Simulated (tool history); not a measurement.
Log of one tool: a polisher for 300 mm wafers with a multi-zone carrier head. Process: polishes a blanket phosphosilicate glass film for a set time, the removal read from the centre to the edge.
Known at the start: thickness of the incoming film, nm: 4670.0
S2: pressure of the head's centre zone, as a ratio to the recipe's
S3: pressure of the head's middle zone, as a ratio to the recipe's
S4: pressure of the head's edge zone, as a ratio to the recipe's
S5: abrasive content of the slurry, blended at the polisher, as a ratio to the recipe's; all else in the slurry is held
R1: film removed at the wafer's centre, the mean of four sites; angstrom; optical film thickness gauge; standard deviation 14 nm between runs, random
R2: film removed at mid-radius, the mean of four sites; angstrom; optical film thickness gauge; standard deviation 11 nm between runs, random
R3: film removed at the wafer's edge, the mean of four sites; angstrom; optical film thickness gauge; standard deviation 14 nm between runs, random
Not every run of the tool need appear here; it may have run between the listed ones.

Run 1, hour 0: flow of slurry (ml/min) 175, S2 1, S3 1, S4 1, S5 1, polishing time (s) 68. Result: R1 9039.8 angstrom, R2 9370.3 angstrom, R3 9347.5 angstrom.
Run 2, hour 8.2: flow of slurry (ml/min) 175, S2 0.93, S3 1, S4 1, S5 1, polishing time (s) 68. Result: R1 8347.7 angstrom, R2 9224.4 angstrom, R3 9419.8 angstrom.
Run 3, hour 16.6: flow of slurry (ml/min) 180, S2 0.92, S3 1.01, S4 1.04, S5 1.1, polishing time (s) 68. Result: R1 8728.9 angstrom, R2 9908 angstrom, R3 9963.6 angstrom.
Run 4, hour 23.5: flow of slurry (ml/min) 180, S2 1, S3 1.01, S4 1.04, S5 1.1, polishing time (s) 68. Result: R1 9438.2 angstrom, R2 9891.5 angstrom, R3 10190 angstrom.
Run 5, hour 24.8: flow of slurry (ml/min) 180, S2 1, S3 1.01, S4 1.12, S5 1.1, polishing time (s) 68. Result: R1 9930.1 angstrom, R2 9845.5 angstrom, R3 10421 angstrom.
Run 6, hour 33.2: flow of slurry (ml/min) 180, S2 1, S3 1.01, S4 1.19, S5 1.1, polishing time (s) 68. Result: R1 9358.8 angstrom, R2 9892.5 angstrom, R3 10913 angstrom.
Run 7, hour 40.2: flow of slurry (ml/min) 185, S2 0.97, S3 1.02, S4 1.19, S5 1.15, polishing time (s) 68. Result: R1 9522.9 angstrom, R2 10280 angstrom, R3 11168 angstrom.
Run 8, hour 41.4: flow of slurry (ml/min) 190, S2 0.95, S3 1.02, S4 1.19, S5 1.2, polishing time (s) 68. Result: R1 9653.3 angstrom, R2 10427 angstrom, R3 11446 angstrom.
Run 9, hour 47.8: flow of slurry (ml/min) 190, S2 0.93, S3 1.03, S4 1.19, S5 1.25, polishing time (s) 68. Result: R1 9585.5 angstrom, R2 10782 angstrom, R3 11591 angstrom.

Forecast run 10:
Run 10, hour 48.7: flow of slurry (ml/min) 190, S2 0.91, S3 1.03, S4 1.19, S5 1.25, polishing time (s) 68. Result: R1 ?, R2 ?, R3 ?.

Run 10 came out at R1 9304.2 angstrom, R2 10749 angstrom, R3 11503 angstrom.

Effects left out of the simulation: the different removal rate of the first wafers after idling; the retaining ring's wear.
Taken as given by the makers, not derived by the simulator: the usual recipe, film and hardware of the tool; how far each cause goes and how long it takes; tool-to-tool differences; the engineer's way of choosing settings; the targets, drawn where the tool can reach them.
